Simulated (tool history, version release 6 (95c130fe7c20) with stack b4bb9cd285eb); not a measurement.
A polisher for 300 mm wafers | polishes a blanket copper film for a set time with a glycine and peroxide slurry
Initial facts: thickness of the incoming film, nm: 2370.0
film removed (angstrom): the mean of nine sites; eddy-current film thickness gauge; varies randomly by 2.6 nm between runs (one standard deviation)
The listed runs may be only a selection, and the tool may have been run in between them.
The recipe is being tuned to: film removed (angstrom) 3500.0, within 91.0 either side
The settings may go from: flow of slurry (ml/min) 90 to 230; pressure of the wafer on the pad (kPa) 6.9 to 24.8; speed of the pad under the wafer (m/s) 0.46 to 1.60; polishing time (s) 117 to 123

| run | day | flow of slurry (ml/min) | pressure of the wafer on the pad (kPa) | speed of the pad under the wafer (m/s) | polishing time (s) | film removed (angstrom) |
|---|---|---|---|---|---|---|
| 1 | 0.000 | 150 | 15.9 | 1.02 | 117 | 4400.7 |
| 2 | 0.208 | 150 | 17.9 | 1.02 | 117 | 4941.9 |
| 3 | 0.579 | 140 | 15.9 | 1.02 | 117 | 4373.2 |
| 4 | 0.796 | 140 | 20.0 | 1.02 | 117 | 5231.7 |
| 5 | 1.046 | 165 | 20.0 | 1.02 | 117 | 5470.6 |
| 6 | 1.308 | 150 | 17.2 | 1.02 | 117 | 4736.4 |
| 7 | 1.575 | 135 | 15.2 | 1.02 | 117 | 4190.6 |
| 8 | 1.925 | 135 | 15.2 | 1.02 | 117 | 4147.8 |
| 9 | 2.225 | 125 | 14.5 | 1.02 | 117 | 3993.8 |
|  | 2.317 | head pressure recalibrated |
| 10 | 2.317 | 120 | 13.8 | 1.02 | 117 | 4064.4 |
| 11 | 2.617 | 120 | 13.8 | 1.02 | 117 | 4092.1 |
| 12 | 2.875 | 120 | 12.4 | 1.02 | 117 | 3814.3 |
| 13 | 3.129 | 120 | 12.4 | 1.02 | 117 | 3845.5 |
| 14 | 3.262 | 105 | 10.3 | 1.02 | 117 | 3210.1 |

Next run, 4 choices. One meets every target within its allowed miss, the rest don't. Which?
| A | 3.396 | 120 | 10.3 | 0.88 | 123 | ? |
| B | 3.396 | 95 | 11.7 | 0.96 | 117 | ? |
| C | 3.396 | 130 | 8.3 | 1.14 | 117 | ? |
| D | 3.396 | 135 | 10.3 | 0.98 | 122 | ? |

| move | film removed (angstrom) |
|---|---|
| A | 3219.9 |
| B | 3298.1 |
| C | 3085.8 |
| D | 3471.0 |
A: roughly where the last run was
B: better than the last run, though not everything is in spec
C: moves away from the targets compared with the last run
D: every result lands within tolerance
D is the move that brings every result within its allowed miss.
